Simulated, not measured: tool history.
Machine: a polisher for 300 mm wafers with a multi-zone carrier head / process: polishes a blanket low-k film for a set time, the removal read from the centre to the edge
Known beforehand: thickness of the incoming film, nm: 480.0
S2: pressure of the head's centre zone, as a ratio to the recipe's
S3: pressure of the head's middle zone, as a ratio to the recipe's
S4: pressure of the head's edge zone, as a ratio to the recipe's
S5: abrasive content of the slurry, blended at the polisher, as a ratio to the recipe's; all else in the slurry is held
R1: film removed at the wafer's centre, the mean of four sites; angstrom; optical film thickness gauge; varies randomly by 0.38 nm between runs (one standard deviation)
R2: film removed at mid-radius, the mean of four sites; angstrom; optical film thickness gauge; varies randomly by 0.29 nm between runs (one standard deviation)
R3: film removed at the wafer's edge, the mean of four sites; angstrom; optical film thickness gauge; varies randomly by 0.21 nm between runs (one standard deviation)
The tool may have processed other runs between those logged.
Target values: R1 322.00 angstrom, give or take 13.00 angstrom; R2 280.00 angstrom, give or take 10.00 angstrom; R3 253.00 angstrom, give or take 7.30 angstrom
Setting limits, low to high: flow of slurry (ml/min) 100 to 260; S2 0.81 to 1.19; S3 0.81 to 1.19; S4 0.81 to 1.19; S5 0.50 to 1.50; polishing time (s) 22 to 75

run 1 hour=0.0 | flow_of_slurry_(ml/min)=165 S2=1.00 S3=1.00 S4=1.00 S5=1.00 polishing_time_(s)=48 | R1=252.55 R2=236.88 R3=240.54
run 2 hour=1.1 | flow_of_slurry_(ml/min)=170 S2=1.01 S3=1.01 S4=1.00 S5=1.00 polishing_time_(s)=48 | R1=249.51 R2=240.66 R3=241.93
run 3 hour=2.1 | flow_of_slurry_(ml/min)=130 S2=1.01 S3=1.01 S4=1.00 S5=1.00 polishing_time_(s)=48 | R1=239.05 R2=232.58 R3=233.08
run 4 hour=8.5 | flow_of_slurry_(ml/min)=140 S2=1.03 S3=1.02 S4=1.00 S5=1.00 polishing_time_(s)=48 | R1=241.44 R2=233.43 R3=232.57
run 5 hour=14.2 | flow_of_slurry_(ml/min)=165 S2=1.03 S3=1.02 S4=1.00 S5=1.00 polishing_time_(s)=48 | R1=255.31 R2=247.77 R3=241.35
run 6 hour=14.9 | flow_of_slurry_(ml/min)=175 S2=1.04 S3=1.02 S4=0.99 S5=1.00 polishing_time_(s)=48 | R1=259.09 R2=243.60 R3=240.57
run 7 hour=21.8 | flow_of_slurry_(ml/min)=175 S2=1.04 S3=1.02 S4=0.99 S5=1.00 polishing_time_(s)=48 | R1=264.23 R2=240.30 R3=240.36
run 8 hour=27.1 | flow_of_slurry_(ml/min)=180 S2=1.05 S3=1.03 S4=0.99 S5=1.00 polishing_time_(s)=48 | R1=267.58 R2=252.14 R3=241.28
run 9 hour=30.9 | flow_of_slurry_(ml/min)=185 S2=1.06 S3=1.03 S4=0.99 S5=1.00 polishing_time_(s)=48 | R1=266.82 R2=256.10 R3=239.96
run 10 hour=32.9 | flow_of_slurry_(ml/min)=190 S2=1.07 S3=1.03 S4=0.99 S5=1.00 polishing_time_(s)=48 | R1=273.74 R2=253.01 R3=245.57
run 11 hour=39.8 | flow_of_slurry_(ml/min)=195 S2=1.08 S3=1.03 S4=0.98 S5=1.00 polishing_time_(s)=48 | R1=280.85 R2=251.50 R3=240.80
run 12 hour=40.8 | flow_of_slurry_(ml/min)=200 S2=1.09 S3=1.03 S4=0.98 S5=1.00 polishing_time_(s)=48 | R1=277.52 R2=256.33 R3=242.56
run 13 hour=41.7 | flow_of_slurry_(ml/min)=220 S2=1.19 S3=1.02 S4=0.91 S5=1.15 polishing_time_(s)=48 | R1=325.93 R2=273.94 R3=251.89

Which single option among these 4 for the next run brings every result within its allowed miss of target? Just one does.
run A hour=42.6 | flow_of_slurry_(ml/min)=260 S2=1.18 S3=1.08 S4=0.83 S5=1.20 polishing_time_(s)=46 | R1=? R2=? R3=?
run B hour=42.6 | flow_of_slurry_(ml/min)=235 S2=1.19 S3=0.97 S4=0.94 S5=1.15 polishing_time_(s)=48 | R1=? R2=? R3=?
run C hour=42.6 | flow_of_slurry_(ml/min)=260 S2=1.18 S3=0.98 S4=0.93 S5=0.80 polishing_time_(s)=54 | R1=? R2=? R3=?
run D hour=42.6 | flow_of_slurry_(ml/min)=195 S2=1.14 S3=1.03 S4=0.86 S5=1.00 polishing_time_(s)=53 | R1=? R2=? R3=?

move=A R1=323.22 R2=277.84 R3=235.02
move=B R1=330.66 R2=257.80 R3=253.95
move=C R1=330.67 R2=261.91 R3=253.70
move=D R1=324.16 R2=278.42 R3=251.70
A: gets the furthest-off result to its target, but another result is out of tolerance
B: misses by more than the last run did
C: misses by more than the last run did
D: in spec on every target
Go with D: it meets all targets.
